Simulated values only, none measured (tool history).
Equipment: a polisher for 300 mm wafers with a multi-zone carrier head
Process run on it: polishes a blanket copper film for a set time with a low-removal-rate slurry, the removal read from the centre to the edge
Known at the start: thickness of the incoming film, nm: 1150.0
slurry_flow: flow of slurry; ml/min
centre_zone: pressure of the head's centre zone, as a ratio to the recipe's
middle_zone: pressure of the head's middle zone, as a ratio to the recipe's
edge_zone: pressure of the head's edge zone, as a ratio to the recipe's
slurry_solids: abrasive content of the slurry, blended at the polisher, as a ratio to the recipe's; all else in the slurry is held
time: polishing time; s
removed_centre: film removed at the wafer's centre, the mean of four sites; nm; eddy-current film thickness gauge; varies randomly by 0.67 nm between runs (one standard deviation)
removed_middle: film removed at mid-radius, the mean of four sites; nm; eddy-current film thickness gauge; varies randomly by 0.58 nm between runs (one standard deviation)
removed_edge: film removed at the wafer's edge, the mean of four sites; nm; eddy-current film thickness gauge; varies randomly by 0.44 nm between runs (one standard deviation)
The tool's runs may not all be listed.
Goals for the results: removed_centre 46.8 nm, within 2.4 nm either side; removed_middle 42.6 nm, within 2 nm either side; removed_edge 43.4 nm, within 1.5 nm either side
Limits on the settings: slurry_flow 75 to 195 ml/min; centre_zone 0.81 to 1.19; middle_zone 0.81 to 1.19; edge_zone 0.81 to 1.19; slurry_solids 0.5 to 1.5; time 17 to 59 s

| run | hour | slurry_flow | centre_zone | middle_zone | edge_zone | slurry_solids | time | removed_centre | removed_middle | removed_edge |
|---|---|---|---|---|---|---|---|---|---|---|
| 1 | 0 | 125 | 1 | 1 | 1 | 1 | 38 | 67.449 | 69.908 | 66.393 |
| 2 | 4.3 | 125 | 1.09 | 1 | 1 | 1 | 38 | 73.365 | 67.924 | 67.624 |
| 3 | 5.9 | 125 | 1.09 | 1 | 0.94 | 1 | 38 | 74.705 | 69.212 | 65.154 |
| 4 | 7.6 | 125 | 1.09 | 1.05 | 0.94 | 1 | 38 | 74.322 | 71.734 | 65.662 |
| 5 | 14.5 | 115 | 1.08 | 1.01 | 0.94 | 0.9 | 36 | 64.722 | 63.232 | 60.357 |
| 6 | 15.9 | 115 | 1.14 | 1.01 | 0.94 | 0.9 | 36 | 69.504 | 62.032 | 60.075 |
| 7 | 22.6 | 110 | 1.13 | 0.99 | 0.92 | 0.8 | 34 | 64.653 | 55.726 | 53.852 |
| 8 | 29.3 | 105 | 1.1 | 0.97 | 0.92 | 0.7 | 33 | 55.713 | 49.031 | 50.914 |
| 9 | 35.6 | 105 | 1.09 | 0.97 | 0.9 | 0.65 | 32 | 53.679 | 47.794 | 46.844 |
| 10 | 36.6 | 105 | 1.09 | 0.97 | 0.9 | 0.65 | 32 | 53.081 | 48.283 | 46.605 |
| 11 | 40.7 | 100 | 1.08 | 0.96 | 0.89 | 0.65 | 32 | 52.697 | 46.116 | 47.598 |
|  | 43.3 | edge zone pressure recalibrated |
| 12 | 43.3 | 100 | 1.07 | 0.96 | 0.88 | 0.6 | 32 | 49.174 | 45.429 | 44.593 |

4 candidate next runs follow, results not yet known. Just one meets every target within its allowed miss. Identify it.
| A | 45.9 | 75 | 1.02 | 0.9 | 1 | 0.6 | 34 | ? | ? | ? |
| B | 45.9 | 135 | 1.04 | 0.94 | 0.98 | 0.85 | 26 | ? | ? | ? |
| C | 45.9 | 95 | 1.11 | 0.92 | 0.85 | 0.6 | 29 | ? | ? | ? |
| D | 45.9 | 105 | 1.08 | 0.96 | 0.85 | 0.6 | 29 | ? | ? | ? |

| move | removed_centre | removed_middle | removed_edge |
|---|---|---|---|
| A | 47.562 | 42.684 | 47.168 |
| B | 47.356 | 42.468 | 43.144 |
| C | 46.8 | 39.164 | 39.382 |
| D | 46.758 | 41.466 | 39.94 |
A: the worst result of the last run now meets its target, but another is out of spec
B: meets every target
C: takes the biggest miss from the last run beyond its target
D: the worst result of the last run now meets its target, but another is out of spec
So the answer is move B, the one that meets all the targets.

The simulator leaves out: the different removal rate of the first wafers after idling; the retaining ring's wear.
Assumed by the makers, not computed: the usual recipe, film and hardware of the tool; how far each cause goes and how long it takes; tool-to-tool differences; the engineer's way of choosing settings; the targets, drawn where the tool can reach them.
